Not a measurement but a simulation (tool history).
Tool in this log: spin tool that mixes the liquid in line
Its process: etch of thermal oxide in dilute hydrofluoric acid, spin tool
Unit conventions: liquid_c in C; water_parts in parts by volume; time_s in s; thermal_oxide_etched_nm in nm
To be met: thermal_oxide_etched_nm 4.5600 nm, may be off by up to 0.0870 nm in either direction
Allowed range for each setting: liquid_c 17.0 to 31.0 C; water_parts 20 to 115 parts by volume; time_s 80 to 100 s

run  hour  liquid_c  water_parts  time_s  thermal_oxide_etched_nm
  1   0.0      23.0           65     100                   7.5257
  2   1.4      23.0           65     100                   7.5250
  3   6.8      21.0           65     100                   6.9137
  4  15.6      21.0           75     100                   5.9617
  5  21.6      20.0           75     100                   5.7596
  6  29.7      21.5           75     100                   6.0596
  7  34.7      20.5           75     100                   5.8229
  8  35.4      19.5           75     100                   5.6113
  9  43.7      19.0           75     100                   5.4536
 10  48.5      19.0           75     100                   5.4986
 11  56.7      18.5           75     100                   5.3791
 12  62.0      18.0           75     100                   5.2495
 13  67.2      17.5           80     100                   4.8076
 14  68.1      17.0           80     100                   4.6870
     69.1  -- thermometer replaced
 15  69.1      17.0           80      95                   4.2467
 16  73.5      17.5           80      95                   4.3437

4 next moves are on the table. One of them brings every result within its allowed miss. Which?
  A  77.9      18.0           75      95                        ?
  B  77.9      19.5           70      80                        ?
  C  77.9      17.0           75      85                        ?
  D  77.9      20.0           85      85                        ?

move  thermal_oxide_etched_nm
   A                   4.7838
   B                   4.6248
   C                   4.1016
   D                   4.0615
A: moves the result that the last run missed by most past its target, out the other side
B: meets every target
C: misses by more than the last run did
D: misses by more than the last run did
Correct choice: B, which meets every target
